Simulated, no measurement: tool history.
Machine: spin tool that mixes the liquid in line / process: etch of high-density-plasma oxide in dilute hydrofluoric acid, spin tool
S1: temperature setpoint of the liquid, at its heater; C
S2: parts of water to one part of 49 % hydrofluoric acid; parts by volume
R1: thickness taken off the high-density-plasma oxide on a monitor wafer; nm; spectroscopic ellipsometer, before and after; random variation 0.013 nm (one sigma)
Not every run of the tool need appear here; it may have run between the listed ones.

run 1 hour=0 | S1=24 S2=135 time_under_the_liquid_(s)=85 | R1=3.9263
run 2 hour=7.3 | S1=24 S2=135 time_under_the_liquid_(s)=65 | R1=3.0446
run 3 hour=11.8 | S1=22 S2=145 time_under_the_liquid_(s)=65 | R1=2.5938
run 4 hour=19.4 | S1=22 S2=145 time_under_the_liquid_(s)=65 | R1=2.5921
run 5 hour=25.8 | S1=22 S2=165 time_under_the_liquid_(s)=65 | R1=2.2135
run 6 hour=30.7 | S1=21 S2=165 time_under_the_liquid_(s)=65 | R1=2.1508
run 7 hour=38.8 | S1=17 S2=175 time_under_the_liquid_(s)=65 | R1=1.7209

Estimate the outcome of run 8 from the log above:
run 8 hour=46.2 | S1=17.5 S2=175 time_under_the_liquid_(s)=65 | R1=?

{"run 8": {"R1": 1.7233}}
